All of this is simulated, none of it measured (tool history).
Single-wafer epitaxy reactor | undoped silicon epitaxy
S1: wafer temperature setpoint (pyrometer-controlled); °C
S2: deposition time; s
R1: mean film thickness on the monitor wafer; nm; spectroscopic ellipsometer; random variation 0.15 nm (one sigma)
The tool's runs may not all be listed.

Run 1, hour 0.0: S1 640 °C, S2 241 s. Result: R1 33.466 nm.
Run 2, hour 3.4: S1 643 °C, S2 241 s. Result: R1 35.668 nm.
Run 3, hour 7.9: S1 643 °C, S2 275 s. Result: R1 40.784 nm.
Run 4, hour 8.9: S1 644 °C, S2 275 s. Result: R1 41.857 nm.
Run 5, hour 11.1: S1 644 °C, S2 263 s. Result: R1 39.976 nm.
Run 6, hour 17.4: S1 644 °C, S2 280 s. Result: R1 42.237 nm.
Run 7, hour 19.2: S1 645 °C, S2 280 s. Result: R1 43.175 nm.

Run 8 comes next. What will it give?
Run 8, hour 26.1: S1 645 °C, S2 280 s. Result: R1 ?.

{"run 8": {"R1": 43.432}}
